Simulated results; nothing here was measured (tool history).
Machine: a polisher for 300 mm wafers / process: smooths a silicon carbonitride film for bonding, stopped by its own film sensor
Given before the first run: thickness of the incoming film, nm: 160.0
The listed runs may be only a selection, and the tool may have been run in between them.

run  hour  flow of slurry (ml/min)  pressure of the wafer on the pad (kPa)  speed of the pad under the wafer (m/s)  abrasive content of the slurry  target thickness at which the film sensor stops the polish (Å)  time until the film sensor stopped the polish (s)
  1   0.0                      175                                    16.5                                    0.94                             1.0                                                            1390                                             101.11
  2   4.7                      175                                    14.5                                    0.84                             1.0                                                            1390                                             124.85
  3   8.2                      175                                    12.4                                    0.76                             1.0                                                            1390                                             151.23
  4  16.6                      175                                    11.0                                    0.70                             1.0                                                            1390                                             175.17
  5  17.7                      175                                    11.0                                    0.70                             1.0                                                            1420                                             150.22
  6  23.9                      175                                    11.0                                    0.78                             1.0                                                            1420                                             134.59

Run 7 has not been measured yet. What should we expect?
  7  32.0                      175                                    10.3                                    0.68                             1.0                                                            1420                                                  ?

{"run 7": {"time until the film sensor stopped the polish (s)": 156.05}}

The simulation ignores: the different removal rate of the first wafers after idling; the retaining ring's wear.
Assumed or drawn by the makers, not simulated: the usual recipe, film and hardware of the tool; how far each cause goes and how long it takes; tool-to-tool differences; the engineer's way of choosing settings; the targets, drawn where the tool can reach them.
